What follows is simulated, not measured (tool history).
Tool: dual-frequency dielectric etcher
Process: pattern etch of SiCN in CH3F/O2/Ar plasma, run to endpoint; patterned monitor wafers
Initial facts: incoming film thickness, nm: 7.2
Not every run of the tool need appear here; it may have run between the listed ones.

{"run": 1, "hour": 0.0, "source power (kW)": 0.53, "bias power (kW)": 0.094, "endpoint time (s)": 16.546}
{"run": 2, "hour": 1.0, "source power (kW)": 0.47, "bias power (kW)": 0.086, "endpoint time (s)": 18.299}
{"run": 3, "hour": 3.8, "source power (kW)": 0.41, "bias power (kW)": 0.086, "endpoint time (s)": 18.765}
{"run": 4, "hour": 9.4, "source power (kW)": 0.39, "bias power (kW)": 0.082, "endpoint time (s)": 19.608}
{"run": 5, "hour": 14.4, "source power (kW)": 0.37, "bias power (kW)": 0.08, "endpoint time (s)": 19.93}
{"run": 6, "hour": 23.1, "source power (kW)": 0.41, "bias power (kW)": 0.08, "endpoint time (s)": 19.461}

What does the tool deliver on the next run?
{"run": 7, "hour": 28.5, "source power (kW)": 0.39, "bias power (kW)": 0.078, "endpoint time (s)": "?"}

Run 7 measured endpoint time (s) 19.707.
